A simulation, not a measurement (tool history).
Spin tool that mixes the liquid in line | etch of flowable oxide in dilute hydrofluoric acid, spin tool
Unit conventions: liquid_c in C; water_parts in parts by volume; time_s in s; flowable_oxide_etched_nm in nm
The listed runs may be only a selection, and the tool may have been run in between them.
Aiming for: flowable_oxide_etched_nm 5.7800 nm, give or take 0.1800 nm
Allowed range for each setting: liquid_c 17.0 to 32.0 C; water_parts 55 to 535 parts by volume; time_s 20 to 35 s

| run | day | liquid_c | water_parts | time_s | flowable_oxide_etched_nm |
|---|---|---|---|---|---|
| 1 | 0.000 | 24.0 | 295 | 35 | 1.9779 |
| 2 | 0.038 | 26.0 | 245 | 35 | 2.6058 |
| 3 | 0.183 | 26.0 | 245 | 20 | 1.4897 |
| 4 | 0.412 | 23.5 | 190 | 25 | 2.3443 |
| 5 | 0.650 | 21.5 | 150 | 30 | 3.4165 |
| 6 | 0.783 | 20.5 | 125 | 30 | 4.0626 |
| 7 | 1.025 | 19.5 | 110 | 30 | 4.4762 |
| 8 | 1.208 | 21.5 | 55 | 30 | 10.5460 |
| 9 | 1.300 | 20.5 | 60 | 30 | 9.1542 |
| 10 | 1.550 | 19.5 | 65 | 30 | 8.0462 |
| 11 | 1.662 | 19.0 | 70 | 30 | 7.3684 |
| 12 | 1.971 | 17.0 | 110 | 30 | 4.1248 |
| 13 | 2.000 | 18.5 | 110 | 30 | 4.3900 |
| 14 | 2.304 | 18.5 | 110 | 30 | 4.3867 |

Consider the 5 candidate settings below. Which is the only one whose results all fall within their allowed miss of target?
| A | 2.608 | 19.5 | 95 | 35 | ? |
| B | 2.608 | 17.0 | 60 | 20 | ? |
| C | 2.608 | 17.5 | 85 | 35 | ? |
| D | 2.608 | 17.0 | 55 | 20 | ? |
| E | 2.608 | 19.0 | 95 | 35 | ? |

| move | flowable_oxide_etched_nm |
|---|---|
| A | 6.2491 |
| B | 5.2876 |
| C | 6.4937 |
| D | 5.8003 |
| E | 6.1208 |
A: moves the result that the last run missed by most past its target, out the other side
B: nearer than the last run, and not there yet
C: moves the result that the last run missed by most past its target, out the other side
D: all results in spec
E: moves the result that the last run missed by most past its target, out the other side
Answer: D
